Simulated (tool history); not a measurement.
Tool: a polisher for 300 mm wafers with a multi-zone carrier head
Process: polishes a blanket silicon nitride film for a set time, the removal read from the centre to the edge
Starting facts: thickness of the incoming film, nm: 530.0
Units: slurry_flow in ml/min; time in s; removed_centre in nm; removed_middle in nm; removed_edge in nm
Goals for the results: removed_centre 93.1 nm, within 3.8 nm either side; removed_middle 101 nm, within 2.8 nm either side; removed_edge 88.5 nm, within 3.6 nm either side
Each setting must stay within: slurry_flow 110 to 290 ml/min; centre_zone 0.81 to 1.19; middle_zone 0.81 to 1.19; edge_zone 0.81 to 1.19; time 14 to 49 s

Run 1, day 0: slurry_flow 185 ml/min, centre_zone 1, middle_zone 1, edge_zone 1, time 31 s. Result: removed_centre 76.253 nm, removed_middle 75.732 nm, removed_edge 74.036 nm.
Run 2, day 0.179: slurry_flow 205 ml/min, centre_zone 1.02, middle_zone 1.06, edge_zone 1.04, time 32 s. Result: removed_centre 81.47 nm, removed_middle 82.586 nm, removed_edge 79.818 nm.
Run 3, day 0.221: slurry_flow 205 ml/min, centre_zone 1.02, middle_zone 1.06, edge_zone 1.08, time 32 s. Result: removed_centre 81.805 nm, removed_middle 82.831 nm, removed_edge 81.809 nm.
Run 4, day 0.296: slurry_flow 220 ml/min, centre_zone 1.03, middle_zone 1.1, edge_zone 1.07, time 33 s. Result: removed_centre 84.366 nm, removed_middle 88.486 nm, removed_edge 83.199 nm.
Run 5, day 0.6: slurry_flow 220 ml/min, centre_zone 1.09, middle_zone 1.1, edge_zone 1.07, time 33 s. Result: removed_centre 89.039 nm, removed_middle 88.553 nm, removed_edge 83.421 nm.
Run 6, day 0.929: slurry_flow 230 ml/min, centre_zone 1.09, middle_zone 1.13, edge_zone 1.08, time 33 s. Result: removed_centre 91.744 nm, removed_middle 90.944 nm, removed_edge 83.682 nm.
Run 7, day 1.304: slurry_flow 235 ml/min, centre_zone 1.07, middle_zone 1.15, edge_zone 1.09, time 33 s. Result: removed_centre 88.417 nm, removed_middle 92.326 nm, removed_edge 86.965 nm.
Run 8, day 1.479: slurry_flow 240 ml/min, centre_zone 1.07, middle_zone 1.16, edge_zone 1.06, time 34 s. Result: removed_centre 93.376 nm, removed_middle 95.664 nm, removed_edge 84.475 nm.
Run 9, day 1.579: slurry_flow 245 ml/min, centre_zone 1.06, middle_zone 1.17, edge_zone 1.07, time 34 s. Result: removed_centre 92.56 nm, removed_middle 98.237 nm, removed_edge 85.536 nm.
Run 10, day 1.733: slurry_flow 250 ml/min, centre_zone 1.06, middle_zone 1.17, edge_zone 1.08, time 34 s. Result: removed_centre 93.252 nm, removed_middle 97.859 nm, removed_edge 86.772 nm.
Run 11, day 1.821: slurry_flow 250 ml/min, centre_zone 1.05, middle_zone 1.18, edge_zone 1.08, time 34 s. Result: removed_centre 93.377 nm, removed_middle 98.727 nm, removed_edge 87.156 nm.

Which of these 4 next moves meets every target?
Run A, day 1.908: slurry_flow 235 ml/min, centre_zone 1.07, middle_zone 1.14, edge_zone 1.1, time 34 s. Result: removed_centre ?, removed_middle ?, removed_edge ?.
Run B, day 1.908: slurry_flow 220 ml/min, centre_zone 1.08, middle_zone 1.14, edge_zone 1.13, time 35 s. Result: removed_centre ?, removed_middle ?, removed_edge ?.
Run C, day 1.908: slurry_flow 210 ml/min, centre_zone 0.99, middle_zone 1.1, edge_zone 0.94, time 38 s. Result: removed_centre ?, removed_middle ?, removed_edge ?.
Run D, day 1.908: slurry_flow 265 ml/min, centre_zone 1.07, middle_zone 1.12, edge_zone 1.1, time 34 s. Result: removed_centre ?, removed_middle ?, removed_edge ?.

move  removed_centre  removed_middle  removed_edge
   A          92.918          94.528        88.843
   B          95.637          96.466         92.12
   C          94.425          101.65        90.983
   D          94.384          94.739        89.828
A: misses by more than the last run did
B: misses by more than the last run did
C: in spec on every target
D: misses by more than the last run did
The right move is C.
